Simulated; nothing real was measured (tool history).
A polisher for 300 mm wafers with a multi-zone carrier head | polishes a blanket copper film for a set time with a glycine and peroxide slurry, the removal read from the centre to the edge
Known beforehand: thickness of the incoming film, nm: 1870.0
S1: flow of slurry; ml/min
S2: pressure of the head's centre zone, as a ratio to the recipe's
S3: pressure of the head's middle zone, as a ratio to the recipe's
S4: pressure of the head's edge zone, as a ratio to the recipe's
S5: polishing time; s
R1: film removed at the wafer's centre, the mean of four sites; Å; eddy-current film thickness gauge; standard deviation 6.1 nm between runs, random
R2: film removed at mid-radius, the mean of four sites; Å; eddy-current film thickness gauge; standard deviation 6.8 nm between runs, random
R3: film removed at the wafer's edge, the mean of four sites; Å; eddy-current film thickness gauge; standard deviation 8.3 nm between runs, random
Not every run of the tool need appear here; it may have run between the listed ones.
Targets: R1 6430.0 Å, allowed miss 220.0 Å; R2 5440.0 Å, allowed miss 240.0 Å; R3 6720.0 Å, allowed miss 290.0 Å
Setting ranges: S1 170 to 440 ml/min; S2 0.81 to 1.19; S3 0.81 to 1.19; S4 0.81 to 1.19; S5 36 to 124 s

run,hour,S1,S2,S3,S4,S5,R1,R2,R3
1,0.0,280,1.00,1.00,1.00,79,5410.2,5220.5,5253.2
2,5.3,280,1.01,0.96,1.06,83,5803.2,5259.7,5745.6
3,6.9,285,1.01,0.95,1.10,85,5909.7,5356.2,6016.0
4,15.1,290,1.02,0.93,1.13,87,5922.9,5520.4,6202.8
5,19.5,290,1.02,0.93,1.19,87,6084.1,5446.9,6562.5
6,23.5,290,1.02,0.93,1.19,80,5583.6,5068.8,5792.2
7,26.2,285,1.03,0.91,1.19,84,5890.9,5069.6,6113.5
8,34.0,290,1.03,0.90,1.19,86,6072.5,5311.8,6348.4
9,37.4,285,1.03,0.89,1.19,88,6179.3,5373.4,6394.5

Of the 4 settings listed for the next run, only one would bring every result within its allowed miss of target. Which one?
A,40.8,260,1.02,0.98,1.17,84,?,?,?
B,40.8,265,1.04,0.87,1.19,93,?,?,?
C,40.8,260,0.97,0.95,1.19,88,?,?,?
D,40.8,285,0.89,0.83,1.19,93,?,?,?

move,R1,R2,R3
A,5799.3,5483.6,6138.1
B,6529.7,5615.0,6876.7
C,5846.9,5624.7,6489.8
D,5860.6,5493.8,6924.2
A: misses by more than the last run did
B: hits every target within its allowed miss
C: misses by more than the last run did
D: misses by more than the last run did
The right move is B.

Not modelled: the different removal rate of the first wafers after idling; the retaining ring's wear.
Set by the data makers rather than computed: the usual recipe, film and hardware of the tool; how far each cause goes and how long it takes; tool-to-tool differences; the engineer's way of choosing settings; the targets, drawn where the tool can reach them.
